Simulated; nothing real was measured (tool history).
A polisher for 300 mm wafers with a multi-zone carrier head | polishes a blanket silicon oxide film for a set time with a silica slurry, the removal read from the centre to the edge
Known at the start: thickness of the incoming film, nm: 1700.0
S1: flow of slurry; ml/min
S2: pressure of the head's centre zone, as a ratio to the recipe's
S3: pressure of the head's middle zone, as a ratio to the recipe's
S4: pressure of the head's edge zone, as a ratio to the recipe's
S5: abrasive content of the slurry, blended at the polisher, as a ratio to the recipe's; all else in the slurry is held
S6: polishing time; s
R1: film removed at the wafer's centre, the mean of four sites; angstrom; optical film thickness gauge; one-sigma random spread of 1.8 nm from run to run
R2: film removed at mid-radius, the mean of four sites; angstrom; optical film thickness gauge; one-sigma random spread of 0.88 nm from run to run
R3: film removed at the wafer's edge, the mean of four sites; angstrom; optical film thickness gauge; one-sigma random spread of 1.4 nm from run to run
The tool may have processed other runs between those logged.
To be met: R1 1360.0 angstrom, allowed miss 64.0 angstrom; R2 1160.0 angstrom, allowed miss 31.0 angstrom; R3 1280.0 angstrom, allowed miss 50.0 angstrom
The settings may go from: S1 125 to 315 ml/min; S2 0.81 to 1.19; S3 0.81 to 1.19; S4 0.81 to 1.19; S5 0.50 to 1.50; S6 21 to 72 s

run	hour	S1	S2	S3	S4	S5	S6	R1	R2	R3
1	0.0	205	1.00	1.00	1.00	1.00	46	1958.3	1965.8	1979.1
2	2.3	205	1.00	1.00	1.00	0.85	46	1802.9	1839.8	1874.7
3	8.4	200	1.01	0.98	0.98	0.80	45	1712.3	1689.0	1720.7
4	17.2	195	1.01	0.95	0.96	0.75	45	1698.4	1588.2	1654.2
5	24.3	190	1.00	0.93	0.94	0.70	45	1604.7	1502.5	1580.6
6	27.9	185	1.00	0.91	0.92	0.65	45	1460.9	1406.2	1498.6
7	31.6	185	1.00	0.91	0.92	0.65	45	1508.8	1402.2	1474.7
8	34.2	160	1.01	0.81	0.83	0.50	44	1216.0	1059.5	1162.4
9	42.6	215	1.03	0.83	0.90	0.50	44	1299.6	1100.1	1262.1
10	50.0	215	1.03	0.84	0.90	0.50	44	1297.7	1121.3	1243.3

Which single option among these 4 for the next run brings every result within its allowed miss of target? Just one does.
A	57.4	165	1.16	0.95	0.82	0.55	40	?	?	?
B	57.4	210	1.01	0.82	0.85	0.55	44	?	?	?
C	57.4	260	1.17	0.93	0.81	0.50	43	?	?	?
D	57.4	220	0.99	0.81	1.01	0.75	37	?	?	?

move	R1	R2	R3
A	1349.8	1153.5	1122.9
B	1371.7	1161.1	1287.3
C	1464.9	1213.3	1178.8
D	1366.7	1163.3	1410.1
A: puts the biggest miss on target and leaves a different result outside tolerance
B: all results land within tolerance of their targets
C: takes the result that was furthest off past its target
D: puts the biggest miss on target and leaves a different result outside tolerance
Correct choice: B, which meets every target
